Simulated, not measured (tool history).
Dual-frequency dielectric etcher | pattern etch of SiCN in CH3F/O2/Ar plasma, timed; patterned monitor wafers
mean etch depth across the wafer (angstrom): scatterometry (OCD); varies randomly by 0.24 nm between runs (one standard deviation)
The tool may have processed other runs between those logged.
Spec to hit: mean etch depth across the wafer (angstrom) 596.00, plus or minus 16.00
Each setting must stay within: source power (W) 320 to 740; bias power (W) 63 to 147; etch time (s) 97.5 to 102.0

run	hour	source power (W)	bias power (W)	etch time (s)	mean etch depth across the wafer (angstrom)
1	0.0	530	105	97.5	496.09
2	2.6	530	91	97.5	474.00
3	3.5	530	108	97.5	504.04
4	11.9	560	111	97.5	515.01
5	19.1	480	111	97.5	493.15
6	27.9	510	115	98.0	512.70
7	33.6	540	118	98.5	526.40
8	35.1	560	121	99.0	538.24

Which single option among these 4 for the next run brings every result within its allowed miss of target? Just one does.
A	36.6	560	129	99.0	?
B	36.6	670	120	99.5	?
C	36.6	700	122	100.5	?
D	36.6	520	114	98.0	?

move	mean etch depth across the wafer (angstrom)
A	551.72
B	572.54
C	590.05
D	510.59
A: nearer the targets than the last run, but a result is still out of spec
B: nearer the targets than the last run, but a result is still out of spec
C: every result within its allowed miss
D: lands further from the targets than the last run did
So the answer is move C, the one that meets all the targets.
